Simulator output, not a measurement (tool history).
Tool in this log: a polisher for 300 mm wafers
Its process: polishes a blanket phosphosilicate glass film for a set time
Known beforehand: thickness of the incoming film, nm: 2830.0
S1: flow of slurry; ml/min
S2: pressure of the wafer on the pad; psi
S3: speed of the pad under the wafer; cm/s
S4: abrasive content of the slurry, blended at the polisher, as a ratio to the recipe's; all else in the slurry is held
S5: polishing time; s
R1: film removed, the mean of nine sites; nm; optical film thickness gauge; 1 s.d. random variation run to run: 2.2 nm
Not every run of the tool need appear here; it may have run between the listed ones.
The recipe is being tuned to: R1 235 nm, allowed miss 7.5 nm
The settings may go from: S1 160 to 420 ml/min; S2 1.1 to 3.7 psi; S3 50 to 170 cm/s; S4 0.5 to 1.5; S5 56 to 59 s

| run | hour | S1 | S2 | S3 | S4 | S5 | R1 |
|---|---|---|---|---|---|---|---|
| 1 | 0 | 270 | 2.4 | 110 | 1 | 56 | 425.67 |
| 2 | 2 | 270 | 2.3 | 110 | 1 | 56 | 396.98 |
| 3 | 9.4 | 270 | 2.2 | 110 | 1 | 56 | 381.99 |
| 4 | 18.1 | 270 | 2.1 | 110 | 1 | 56 | 366.11 |
| 5 | 20.6 | 270 | 2 | 110 | 1 | 56 | 347.26 |
|  | 28.4 | head pressure recalibrated |
| 6 | 28.4 | 270 | 1.9 | 110 | 1 | 56 | 317.98 |
| 7 | 30.4 | 270 | 1.8 | 110 | 1 | 56 | 297.38 |
| 8 | 35.3 | 270 | 1.6 | 110 | 1 | 56 | 268.77 |
| 9 | 42.7 | 270 | 1.5 | 110 | 1 | 56 | 247.33 |

Below are 5 possible settings for the next run. Only one of them brings all results inside the allowed miss of their targets. Which is it?
| A | 50.1 | 165 | 1.4 | 116 | 1.1 | 59 | ? |
| B | 50.1 | 280 | 1.4 | 110 | 1.15 | 57 | ? |
| C | 50.1 | 250 | 1.3 | 128 | 0.95 | 56 | ? |
| D | 50.1 | 280 | 1.8 | 102 | 0.9 | 57 | ? |
| E | 50.1 | 245 | 1.5 | 104 | 1.1 | 56 | ? |

| move | R1 |
|---|---|
| A | 260.33 |
| B | 264.2 |
| C | 239.52 |
| D | 269.62 |
| E | 254.84 |
A: the biggest miss grows against the last run
B: the biggest miss grows against the last run
C: all results in spec
D: the biggest miss grows against the last run
E: the biggest miss grows against the last run
C is the move that brings every result within its allowed miss.

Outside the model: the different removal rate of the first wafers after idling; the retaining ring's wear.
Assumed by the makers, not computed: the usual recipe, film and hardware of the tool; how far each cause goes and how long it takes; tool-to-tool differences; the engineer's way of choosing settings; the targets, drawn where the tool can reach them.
